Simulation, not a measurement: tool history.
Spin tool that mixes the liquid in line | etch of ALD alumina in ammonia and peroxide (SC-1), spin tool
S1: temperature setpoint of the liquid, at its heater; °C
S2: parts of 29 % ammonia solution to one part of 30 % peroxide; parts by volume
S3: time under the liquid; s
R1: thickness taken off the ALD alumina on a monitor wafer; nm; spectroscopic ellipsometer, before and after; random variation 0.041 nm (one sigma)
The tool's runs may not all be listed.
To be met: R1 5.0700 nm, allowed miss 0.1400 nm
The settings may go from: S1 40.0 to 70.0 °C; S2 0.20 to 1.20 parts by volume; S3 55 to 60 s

run,hour,S1,S2,S3,R1
1,0.0,56.0,0.85,55,7.8098
2,3.9,55.0,0.85,55,7.4612
3,12.4,49.0,0.85,55,5.3606
4,15.2,49.0,0.85,60,5.7959
5,22.1,48.5,0.85,60,5.7082
6,24.9,48.0,0.85,60,5.4426
7,26.8,47.5,0.85,60,5.4411
8,34.7,47.0,0.85,60,5.2296

Which of these 4 next moves meets every target?
A,42.6,45.5,0.65,60,?
B,42.6,45.0,0.95,60,?
C,42.6,47.0,1.00,55,?
D,42.6,48.0,0.85,55,?

move,R1
A,4.6265
B,4.6626
C,4.8092
D,5.0078
A: takes the result that was furthest off past its target
B: takes the result that was furthest off past its target
C: takes the result that was furthest off past its target
D: meets every target
Answer: D

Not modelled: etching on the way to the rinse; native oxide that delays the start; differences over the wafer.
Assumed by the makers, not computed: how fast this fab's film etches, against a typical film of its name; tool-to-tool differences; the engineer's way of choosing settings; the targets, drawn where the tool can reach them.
